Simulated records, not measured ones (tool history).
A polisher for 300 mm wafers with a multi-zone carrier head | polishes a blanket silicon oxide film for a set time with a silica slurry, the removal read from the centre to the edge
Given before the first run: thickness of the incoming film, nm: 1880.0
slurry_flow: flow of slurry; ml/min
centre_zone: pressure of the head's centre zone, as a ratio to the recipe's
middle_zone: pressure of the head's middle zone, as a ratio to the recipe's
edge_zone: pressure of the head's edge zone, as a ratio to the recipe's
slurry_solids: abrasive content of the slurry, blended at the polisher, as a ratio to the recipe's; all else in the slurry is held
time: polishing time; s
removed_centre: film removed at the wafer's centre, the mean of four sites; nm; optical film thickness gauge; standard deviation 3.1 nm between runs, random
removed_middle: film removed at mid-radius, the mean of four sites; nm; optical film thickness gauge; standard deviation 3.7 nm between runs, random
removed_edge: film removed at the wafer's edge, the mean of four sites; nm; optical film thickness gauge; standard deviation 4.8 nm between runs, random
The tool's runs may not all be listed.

| run | day | slurry_flow | centre_zone | middle_zone | edge_zone | slurry_solids | time | removed_centre | removed_middle | removed_edge |
|---|---|---|---|---|---|---|---|---|---|---|
| 1 | 0.000 | 290 | 1.00 | 1.00 | 1.00 | 1.00 | 75 | 413.87 | 406.00 | 421.59 |
| 2 | 0.154 | 305 | 1.00 | 1.05 | 1.05 | 1.10 | 75 | 438.07 | 449.61 | 449.33 |
| 3 | 0.275 | 310 | 0.99 | 1.07 | 1.08 | 1.20 | 75 | 445.77 | 476.00 | 473.58 |
| 4 | 0.638 | 320 | 1.00 | 1.09 | 1.11 | 1.25 | 75 | 462.37 | 486.16 | 500.32 |
| 5 | 0.825 | 330 | 1.00 | 1.12 | 1.11 | 1.30 | 75 | 468.71 | 511.17 | 513.28 |
| 6 | 0.975 | 330 | 1.00 | 1.16 | 1.11 | 1.30 | 75 | 471.59 | 530.47 | 496.82 |
| 7 | 1.188 | 340 | 1.01 | 1.17 | 1.13 | 1.30 | 75 | 476.65 | 528.59 | 503.34 |
| 8 | 1.433 | 345 | 1.01 | 1.18 | 1.14 | 1.35 | 75 | 484.87 | 546.21 | 528.66 |

Expected results for the next run?
| 9 | 1.575 | 390 | 1.03 | 1.19 | 1.15 | 1.35 | 75 | ? | ? | ? |

{"run 9": {"removed_centre": 501.92, "removed_middle": 553.97, "removed_edge": 522.55}}

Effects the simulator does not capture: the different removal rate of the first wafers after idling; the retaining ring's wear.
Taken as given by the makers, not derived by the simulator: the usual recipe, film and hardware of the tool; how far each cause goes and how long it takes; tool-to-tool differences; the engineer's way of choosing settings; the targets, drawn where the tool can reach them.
